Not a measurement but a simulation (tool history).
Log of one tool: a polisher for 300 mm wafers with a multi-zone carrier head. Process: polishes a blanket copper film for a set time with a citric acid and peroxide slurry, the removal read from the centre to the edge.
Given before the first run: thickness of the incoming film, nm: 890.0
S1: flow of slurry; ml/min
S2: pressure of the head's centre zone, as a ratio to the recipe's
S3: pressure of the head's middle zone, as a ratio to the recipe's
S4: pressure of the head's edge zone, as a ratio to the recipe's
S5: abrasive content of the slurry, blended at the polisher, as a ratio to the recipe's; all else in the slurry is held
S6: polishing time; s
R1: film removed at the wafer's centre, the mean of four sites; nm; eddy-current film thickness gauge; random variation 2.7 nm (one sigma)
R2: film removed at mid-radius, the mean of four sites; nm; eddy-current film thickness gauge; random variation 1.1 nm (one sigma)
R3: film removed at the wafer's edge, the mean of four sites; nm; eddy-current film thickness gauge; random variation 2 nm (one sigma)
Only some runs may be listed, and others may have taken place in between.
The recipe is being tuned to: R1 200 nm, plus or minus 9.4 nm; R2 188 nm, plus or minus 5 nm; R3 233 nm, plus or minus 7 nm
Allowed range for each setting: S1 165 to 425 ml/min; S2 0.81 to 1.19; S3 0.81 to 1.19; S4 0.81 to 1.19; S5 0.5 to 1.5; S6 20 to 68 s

Run 1, day 0: S1 275 ml/min, S2 1, S3 1, S4 1, S5 1, S6 44 s. Result: R1 153.88 nm, R2 146.87 nm, R3 150.82 nm.
Run 2, day 0.15: S1 275 ml/min, S2 1, S3 1, S4 1.05, S5 1, S6 44 s. Result: R1 156.08 nm, R2 146.89 nm, R3 153.5 nm.
Run 3, day 0.204: S1 270 ml/min, S2 0.98, S3 0.98, S4 1.07, S5 1.05, S6 46 s. Result: R1 155.67 nm, R2 152.79 nm, R3 163.4 nm.
Run 4, day 0.292: S1 270 ml/min, S2 0.98, S3 0.98, S4 1.07, S5 1.05, S6 39 s. Result: R1 133.5 nm, R2 129.23 nm, R3 142.35 nm.
Run 5, day 0.621: S1 270 ml/min, S2 0.98, S3 1.04, S4 1.07, S5 1.05, S6 39 s. Result: R1 133.42 nm, R2 136.47 nm, R3 140.71 nm.
Run 6, day 0.933: S1 270 ml/min, S2 0.98, S3 0.96, S4 1.07, S5 1.05, S6 39 s. Result: R1 129.94 nm, R2 127.24 nm, R3 139.39 nm.
Run 7, day 0.958: S1 265 ml/min, S2 0.98, S3 0.94, S4 1.09, S5 1.1, S6 42 s. Result: R1 147.73 nm, R2 134.99 nm, R3 151.75 nm.
Run 8, day 1.142: S1 270 ml/min, S2 0.96, S3 0.92, S4 1.11, S5 1.15, S6 44 s. Result: R1 149.78 nm, R2 138.66 nm, R3 160.44 nm.
Run 9, day 1.267: S1 270 ml/min, S2 0.95, S3 0.91, S4 1.12, S5 1.2, S6 46 s. Result: R1 158.42 nm, R2 148.18 nm, R3 173.05 nm.
Run 10, day 1.621: S1 275 ml/min, S2 0.94, S3 0.9, S4 1.13, S5 1.25, S6 47 s. Result: R1 162.03 nm, R2 149.89 nm, R3 179.2 nm.

Which one of the following 5 next-run settings gets every result inside its allowed miss? There is exactly one.
Run A, day 1.975: S1 305 ml/min, S2 0.91, S3 0.87, S4 1.16, S5 1.25, S6 59 s. Result: R1 ?, R2 ?, R3 ?.
Run B, day 1.975: S1 265 ml/min, S2 0.81, S3 0.9, S4 1.19, S5 1.2, S6 63 s. Result: R1 ?, R2 ?, R3 ?.
Run C, day 1.975: S1 270 ml/min, S2 0.82, S3 0.89, S4 1.19, S5 1.45, S6 57 s. Result: R1 ?, R2 ?, R3 ?.
Run D, day 1.975: S1 350 ml/min, S2 0.9, S3 0.97, S4 1.18, S5 0.95, S6 62 s. Result: R1 ?, R2 ?, R3 ?.
Run E, day 1.975: S1 350 ml/min, S2 0.88, S3 0.88, S4 1.19, S5 1.25, S6 61 s. Result: R1 ?, R2 ?, R3 ?.

move      R1      R2      R3
   A  203.38  183.65  228.84
   B  188.25     197  242.58
   C  179.68  183.96  228.55
   D   203.3  202.81  231.87
   E  206.27  194.23  242.17
A: in spec on every target
B: takes the result that was furthest off past its target
C: the worst result of the last run now meets its target, but another is out of spec
D: the worst result of the last run now meets its target, but another is out of spec
E: takes the result that was furthest off past its target
Go with A: it meets all targets.

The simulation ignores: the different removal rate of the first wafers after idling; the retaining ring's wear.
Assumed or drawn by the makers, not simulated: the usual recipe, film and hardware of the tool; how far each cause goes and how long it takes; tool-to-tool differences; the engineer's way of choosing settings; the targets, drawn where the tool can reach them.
